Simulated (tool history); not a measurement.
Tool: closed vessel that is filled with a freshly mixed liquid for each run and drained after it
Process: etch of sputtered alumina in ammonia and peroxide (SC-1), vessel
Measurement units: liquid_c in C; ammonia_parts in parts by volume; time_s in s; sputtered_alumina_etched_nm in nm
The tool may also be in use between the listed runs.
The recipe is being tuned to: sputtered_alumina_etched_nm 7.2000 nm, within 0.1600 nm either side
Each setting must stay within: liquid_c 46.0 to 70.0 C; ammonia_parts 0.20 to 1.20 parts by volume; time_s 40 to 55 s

Run 1, hour 0.0: liquid_c 62.0 C, ammonia_parts 0.70 parts by volume, time_s 55 s. Result: sputtered_alumina_etched_nm 5.2067 nm.
Run 2, hour 8.1: liquid_c 63.0 C, ammonia_parts 0.70 parts by volume, time_s 55 s. Result: sputtered_alumina_etched_nm 5.4112 nm.
Run 3, hour 8.9: liquid_c 63.5 C, ammonia_parts 0.70 parts by volume, time_s 55 s. Result: sputtered_alumina_etched_nm 5.5958 nm.
Run 4, hour 13.8: liquid_c 64.0 C, ammonia_parts 0.70 parts by volume, time_s 55 s. Result: sputtered_alumina_etched_nm 5.7105 nm.
Run 5, hour 19.8: liquid_c 64.5 C, ammonia_parts 0.70 parts by volume, time_s 55 s. Result: sputtered_alumina_etched_nm 5.8418 nm.
Run 6, hour 27.9: liquid_c 64.5 C, ammonia_parts 0.85 parts by volume, time_s 55 s. Result: sputtered_alumina_etched_nm 5.9942 nm.
Run 7, hour 35.2: liquid_c 65.0 C, ammonia_parts 0.85 parts by volume, time_s 55 s. Result: sputtered_alumina_etched_nm 6.1067 nm.
Run 8, hour 38.5: liquid_c 65.5 C, ammonia_parts 0.85 parts by volume, time_s 55 s. Result: sputtered_alumina_etched_nm 6.2537 nm.
Run 9, hour 42.8: liquid_c 66.0 C, ammonia_parts 0.85 parts by volume, time_s 55 s. Result: sputtered_alumina_etched_nm 6.3505 nm.

Below are 4 possible settings for the next run. Only one of them brings all results inside the allowed miss of their targets. Which is it?
Run A, hour 47.1: liquid_c 70.0 C, ammonia_parts 0.55 parts by volume, time_s 55 s. Result: sputtered_alumina_etched_nm ?.
Run B, hour 47.1: liquid_c 70.0 C, ammonia_parts 0.95 parts by volume, time_s 40 s. Result: sputtered_alumina_etched_nm ?.
Run C, hour 47.1: liquid_c 68.0 C, ammonia_parts 0.95 parts by volume, time_s 55 s. Result: sputtered_alumina_etched_nm ?.
Run D, hour 47.1: liquid_c 69.0 C, ammonia_parts 1.10 parts by volume, time_s 55 s. Result: sputtered_alumina_etched_nm ?.

move  sputtered_alumina_etched_nm
   A                       7.5618
   B                       5.7904
   C                       7.2285
   D                       7.6933
A: takes the biggest miss from the last run beyond its target
B: the biggest miss grows against the last run
C: all results in spec
D: takes the biggest miss from the last run beyond its target
The move that meets every target is C.
